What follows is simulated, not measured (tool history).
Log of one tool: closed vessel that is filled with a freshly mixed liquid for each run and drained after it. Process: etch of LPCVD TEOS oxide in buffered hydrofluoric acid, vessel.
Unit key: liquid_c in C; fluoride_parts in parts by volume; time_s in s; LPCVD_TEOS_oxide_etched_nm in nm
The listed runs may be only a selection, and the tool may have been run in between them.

run	hour	liquid_c	fluoride_parts	time_s	LPCVD_TEOS_oxide_etched_nm
1	0.0	23.0	10.0	95	227.42
2	1.9	24.5	10.0	95	245.79
3	6.4	24.5	10.0	105	270.66
4	7.8	24.5	11.5	105	236.29
5	12.5	24.5	10.5	105	260.10
6	21.0	24.5	10.5	105	260.30
7	22.0	26.0	9.5	105	304.36
8	29.0	27.0	8.5	105	353.88
9	34.1	28.0	8.0	105	399.28

Run 10, settings as shown, results not yet in. Your forecast:
10	35.2	28.5	8.0	105	?

{"run 10": {"LPCVD_TEOS_oxide_etched_nm": 410.64}}
